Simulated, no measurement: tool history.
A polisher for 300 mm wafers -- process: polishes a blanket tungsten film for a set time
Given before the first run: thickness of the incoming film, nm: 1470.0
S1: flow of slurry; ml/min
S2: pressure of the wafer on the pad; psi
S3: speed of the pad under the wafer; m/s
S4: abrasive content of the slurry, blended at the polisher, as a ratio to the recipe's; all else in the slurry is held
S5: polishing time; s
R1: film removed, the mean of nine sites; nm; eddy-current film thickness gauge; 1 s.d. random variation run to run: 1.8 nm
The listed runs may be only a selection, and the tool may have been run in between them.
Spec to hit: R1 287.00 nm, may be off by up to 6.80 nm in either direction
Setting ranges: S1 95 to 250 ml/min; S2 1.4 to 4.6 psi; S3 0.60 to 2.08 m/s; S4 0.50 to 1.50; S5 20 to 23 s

| run | hour | S1 | S2 | S3 | S4 | S5 | R1 |
|---|---|---|---|---|---|---|---|
| 1 | 0.0 | 160 | 3.0 | 1.34 | 1.00 | 23 | 129.68 |
| 2 | 8.3 | 170 | 3.3 | 1.40 | 1.00 | 23 | 149.57 |
| 3 | 14.8 | 175 | 3.6 | 1.46 | 1.00 | 23 | 168.52 |
| 4 | 18.7 | 180 | 3.8 | 1.54 | 1.00 | 23 | 188.22 |
| 5 | 19.5 | 180 | 3.8 | 1.40 | 1.00 | 23 | 172.70 |
| 6 | 27.4 | 180 | 3.2 | 1.40 | 1.00 | 23 | 148.63 |
| 7 | 34.8 | 190 | 3.5 | 1.46 | 1.00 | 23 | 166.70 |
| 8 | 41.6 | 195 | 3.7 | 1.52 | 1.00 | 23 | 183.18 |
| 9 | 45.2 | 200 | 3.9 | 1.58 | 1.00 | 23 | 200.77 |
| 10 | 53.7 | 200 | 4.0 | 1.64 | 1.00 | 23 | 213.98 |
| 11 | 58.7 | 200 | 4.1 | 1.68 | 1.00 | 23 | 219.76 |
| 12 | 65.0 | 205 | 4.2 | 1.72 | 1.00 | 23 | 234.86 |

Next run, 5 choices. One meets every target within its allowed miss, the rest don't. Which?
| A | 71.3 | 205 | 4.6 | 1.74 | 0.95 | 23 | ? |
| B | 71.3 | 205 | 3.9 | 1.42 | 1.00 | 22 | ? |
| C | 71.3 | 195 | 3.7 | 2.06 | 1.15 | 23 | ? |
| D | 71.3 | 200 | 4.6 | 1.98 | 0.95 | 23 | ? |
| E | 71.3 | 230 | 4.1 | 1.78 | 1.20 | 23 | ? |

| move | R1 |
|---|---|
| A | 250.41 |
| B | 171.61 |
| C | 253.34 |
| D | 283.18 |
| E | 248.61 |
A: moves toward the targets from the last run without getting all of them in spec
B: the biggest miss grows against the last run
C: moves toward the targets from the last run without getting all of them in spec
D: all results in spec
E: moves toward the targets from the last run without getting all of them in spec
Move D is the one to make.

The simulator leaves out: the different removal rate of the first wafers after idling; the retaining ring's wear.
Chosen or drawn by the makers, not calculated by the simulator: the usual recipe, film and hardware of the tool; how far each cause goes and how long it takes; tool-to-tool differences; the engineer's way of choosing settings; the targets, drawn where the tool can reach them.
